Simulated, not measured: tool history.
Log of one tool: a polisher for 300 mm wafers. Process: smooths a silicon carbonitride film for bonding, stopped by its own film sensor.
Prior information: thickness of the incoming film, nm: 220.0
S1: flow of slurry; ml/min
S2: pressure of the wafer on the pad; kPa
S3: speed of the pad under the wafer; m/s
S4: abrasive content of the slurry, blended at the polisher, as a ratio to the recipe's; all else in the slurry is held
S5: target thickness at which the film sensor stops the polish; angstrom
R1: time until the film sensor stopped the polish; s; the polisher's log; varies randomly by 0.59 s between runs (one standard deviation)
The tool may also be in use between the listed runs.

run    day   S1    S2    S3  S4    S5      R1
  1      0  225  11.7  1.04   1  2090  51.356
  2  0.212  225  12.4  1.04   1  2090   48.44
  3  0.533  225  13.1  1.04   1  2090  46.303
  4  0.725  225  13.1  1.04   1  2090  46.484
  5  0.758  225  13.1  1.16   1  2090  41.063
  6  0.792  195  13.1  1.16   1  2090  42.346

Run 7 comes next. What will it give?
  7  1.154  195  13.8  1.16   1  2090   ?

R1: 41.515 s

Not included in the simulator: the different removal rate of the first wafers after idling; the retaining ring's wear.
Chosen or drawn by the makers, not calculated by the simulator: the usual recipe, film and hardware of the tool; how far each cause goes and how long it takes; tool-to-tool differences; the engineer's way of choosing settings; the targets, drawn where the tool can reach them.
